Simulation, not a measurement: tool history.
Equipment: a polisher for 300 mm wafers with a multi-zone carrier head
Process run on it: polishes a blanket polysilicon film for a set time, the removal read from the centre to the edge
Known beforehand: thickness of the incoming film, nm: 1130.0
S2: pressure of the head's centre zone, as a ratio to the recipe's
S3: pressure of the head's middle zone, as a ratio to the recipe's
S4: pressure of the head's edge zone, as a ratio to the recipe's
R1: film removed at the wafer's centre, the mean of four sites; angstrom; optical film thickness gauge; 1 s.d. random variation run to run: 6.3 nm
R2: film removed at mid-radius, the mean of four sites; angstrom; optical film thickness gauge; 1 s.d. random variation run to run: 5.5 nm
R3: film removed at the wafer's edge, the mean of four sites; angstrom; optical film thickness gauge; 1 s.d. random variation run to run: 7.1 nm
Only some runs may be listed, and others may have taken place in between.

run 1 day=0 | flow_of_slurry_(ml/min)=240 S2=1 S3=1 S4=1 polishing_time_(s)=47 | R1=4658.7 R2=4730.3 R3=4951.2
run 2 day=0.279 | flow_of_slurry_(ml/min)=195 S2=1 S3=1 S4=1 polishing_time_(s)=47 | R1=4564.4 R2=4547 R3=4745.3
run 3 day=0.471 | flow_of_slurry_(ml/min)=230 S2=1 S3=1 S4=1 polishing_time_(s)=47 | R1=4570 R2=4721.4 R3=4883.2
run 4 day=0.608 | flow_of_slurry_(ml/min)=230 S2=0.96 S3=1 S4=1 polishing_time_(s)=47 | R1=4501.3 R2=4667.9 R3=4849.8
run 5 day=0.825 | flow_of_slurry_(ml/min)=245 S2=0.98 S3=1.01 S4=1.03 polishing_time_(s)=48 | R1=4686.4 R2=4839.3 R3=4984.4
run 6 day=0.862 | flow_of_slurry_(ml/min)=260 S2=0.96 S3=0.99 S4=1.03 polishing_time_(s)=50 | R1=4772.5 R2=5024.4 R3=5252.8
run 7 day=1.033 | flow_of_slurry_(ml/min)=270 S2=0.96 S3=0.98 S4=1.04 polishing_time_(s)=51 | R1=4936.9 R2=5176.9 R3=5423.9
run 8 day=1.321 | flow_of_slurry_(ml/min)=280 S2=0.96 S3=0.97 S4=1.06 polishing_time_(s)=52 | R1=5034 R2=5268.1 R3=5595.8
run 9 day=1.358 | flow_of_slurry_(ml/min)=285 S2=0.96 S3=0.96 S4=1.07 polishing_time_(s)=53 | R1=5225.4 R2=5310.9 R3=5765.6
run 10 day=1.467 | flow_of_slurry_(ml/min)=290 S2=0.95 S3=0.96 S4=1.08 polishing_time_(s)=54 | R1=5247.8 R2=5387.6 R3=5873.1
run 11 day=1.546 | flow_of_slurry_(ml/min)=295 S2=0.95 S3=0.96 S4=1.09 polishing_time_(s)=55 | R1=5278.5 R2=5601 R3=6097.8
run 12 day=1.896 | flow_of_slurry_(ml/min)=300 S2=0.96 S3=0.96 S4=1.1 polishing_time_(s)=55 | R1=5368.8 R2=5491.2 R3=5984.5
run 13 day=2.008 | flow_of_slurry_(ml/min)=300 S2=0.95 S3=0.96 S4=1.1 polishing_time_(s)=56 | R1=5372.6 R2=5585.1 R3=6155.4
run 14 day=2.333 | flow_of_slurry_(ml/min)=305 S2=0.95 S3=0.96 S4=1.1 polishing_time_(s)=56 | R1=5505.4 R2=5498.9 R3=6269.5
run 15 day=2.375 | flow_of_slurry_(ml/min)=305 S2=0.94 S3=0.97 S4=1.09 polishing_time_(s)=56 | R1=5426.3 R2=5649.6 R3=6231.1
run 16 day=2.571 | flow_of_slurry_(ml/min)=310 S2=0.94 S3=0.97 S4=1.09 polishing_time_(s)=56 | R1=5466.6 R2=5620.7 R3=6149.3
run 17 day=2.792 | flow_of_slurry_(ml/min)=310 S2=0.94 S3=0.97 S4=1.09 polishing_time_(s)=57 | R1=5578.4 R2=5802.5 R3=6207.7

Forecast run 18:
run 18 day=2.9 | flow_of_slurry_(ml/min)=310 S2=0.94 S3=0.97 S4=1.1 polishing_time_(s)=57 | R1=? R2=? R3=?

R1: 5543.8 angstrom
R2: 5827.3 angstrom
R3: 6272.9 angstrom

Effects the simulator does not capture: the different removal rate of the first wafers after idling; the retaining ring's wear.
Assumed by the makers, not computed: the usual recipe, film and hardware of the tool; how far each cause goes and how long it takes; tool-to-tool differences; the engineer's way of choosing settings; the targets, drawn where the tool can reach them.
